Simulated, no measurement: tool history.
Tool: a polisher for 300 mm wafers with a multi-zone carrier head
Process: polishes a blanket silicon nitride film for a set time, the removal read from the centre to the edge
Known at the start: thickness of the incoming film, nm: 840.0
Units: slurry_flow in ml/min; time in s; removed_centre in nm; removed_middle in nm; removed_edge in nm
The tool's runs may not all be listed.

{"run": 1, "day": 0.0, "slurry_flow": 235, "centre_zone": 1, "middle_zone": 1, "edge_zone": 1, "time": 75, "removed_centre": 100.96, "removed_middle": 100.74, "removed_edge": 101.27}
{"run": 2, "day": 0.233, "slurry_flow": 235, "centre_zone": 1, "middle_zone": 1, "edge_zone": 0.97, "time": 75, "removed_centre": 100.36, "removed_middle": 100.33, "removed_edge": 103.15}
{"run": 3, "day": 0.488, "slurry_flow": 235, "centre_zone": 1, "middle_zone": 1.05, "edge_zone": 0.97, "time": 75, "removed_centre": 101.06, "removed_middle": 105.54, "removed_edge": 100.41}
{"run": 4, "day": 0.788, "slurry_flow": 245, "centre_zone": 0.95, "middle_zone": 1.08, "edge_zone": 0.98, "time": 81, "removed_centre": 105.4, "removed_middle": 117.88, "removed_edge": 108.31}
{"run": 5, "day": 0.892, "slurry_flow": 245, "centre_zone": 0.99, "middle_zone": 1.08, "edge_zone": 0.98, "time": 81, "removed_centre": 108.64, "removed_middle": 117.85, "removed_edge": 108.25}
{"run": 6, "day": 1.267, "slurry_flow": 250, "centre_zone": 0.94, "middle_zone": 1.1, "edge_zone": 1, "time": 85, "removed_centre": 108.97, "removed_middle": 124.66, "removed_edge": 115.85}
{"run": 7, "day": 1.421, "slurry_flow": 260, "centre_zone": 0.91, "middle_zone": 1.13, "edge_zone": 0.99, "time": 88, "removed_centre": 108.89, "removed_middle": 133.39, "removed_edge": 121.78}

The next listed run, before its measurement:
{"day": 1.458, "done": "worn pad replaced by a new one"}
{"run": 8, "day": 1.458, "slurry_flow": 270, "centre_zone": 0.9, "middle_zone": 1.15, "edge_zone": 0.97, "time": 90, "removed_centre": "?", "removed_middle": "?", "removed_edge": "?"}

removed_centre: 120.44 nm
removed_middle: 149.52 nm
removed_edge: 132.63 nm

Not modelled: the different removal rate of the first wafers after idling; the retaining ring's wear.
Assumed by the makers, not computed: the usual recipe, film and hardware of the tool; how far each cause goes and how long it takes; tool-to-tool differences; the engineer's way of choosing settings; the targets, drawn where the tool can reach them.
